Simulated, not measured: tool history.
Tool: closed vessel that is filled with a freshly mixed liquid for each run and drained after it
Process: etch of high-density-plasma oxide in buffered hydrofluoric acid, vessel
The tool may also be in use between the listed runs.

run,day,temperature setpoint of the liquid (C),parts of 40 % ammonium fluoride to one part of 49 % hydrofluoric acid (parts by volume),time in the liquid (s),thickness taken off the high-density-plasma oxide on a monitor wafer (Å)
1,0,23,8.5,100,1500.2
2,0.042,23,8.5,105,1549.5
3,0.154,23,8.5,105,1553.1
4,0.492,21,9,105,1323.2
5,0.8,20,9.5,105,1199.2
6,0.925,19,10,105,1108.5
7,1.212,18.5,10.5,105,1015
8,1.579,18,10.5,105,990.41

Forecast run 9:
9,1.85,17.5,10.5,105,?

{"run 9": {"thickness taken off the high-density-plasma oxide on a monitor wafer (Å)": 978.43}}

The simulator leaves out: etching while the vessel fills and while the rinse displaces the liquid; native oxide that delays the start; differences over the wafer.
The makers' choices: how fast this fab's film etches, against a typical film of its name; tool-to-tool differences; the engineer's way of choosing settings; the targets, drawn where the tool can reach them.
